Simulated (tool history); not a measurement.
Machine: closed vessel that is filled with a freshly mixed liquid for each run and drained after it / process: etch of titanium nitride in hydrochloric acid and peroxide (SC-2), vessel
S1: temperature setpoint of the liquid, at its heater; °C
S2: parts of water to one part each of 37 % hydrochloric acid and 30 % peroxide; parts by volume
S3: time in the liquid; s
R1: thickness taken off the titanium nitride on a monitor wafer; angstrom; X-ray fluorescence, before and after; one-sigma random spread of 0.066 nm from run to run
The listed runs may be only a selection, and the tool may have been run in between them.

| run | day | S1 | S2 | S3 | R1 |
|---|---|---|---|---|---|
| 1 | 0 | 53 | 10.5 | 525 | 255.65 |
| 2 | 0.271 | 53 | 10.5 | 560 | 270.87 |
| 3 | 0.633 | 53 | 10.5 | 560 | 273.77 |
| 4 | 0.712 | 51.5 | 10.5 | 560 | 246.63 |
| 5 | 0.754 | 51.5 | 10.5 | 560 | 245.61 |
| 6 | 0.825 | 50.5 | 10.5 | 560 | 230.48 |

What will run 7 give?
| 7 | 1.138 | 50.5 | 10.5 | 560 | ? |

Run 7 gave R1 230.96 angstrom.

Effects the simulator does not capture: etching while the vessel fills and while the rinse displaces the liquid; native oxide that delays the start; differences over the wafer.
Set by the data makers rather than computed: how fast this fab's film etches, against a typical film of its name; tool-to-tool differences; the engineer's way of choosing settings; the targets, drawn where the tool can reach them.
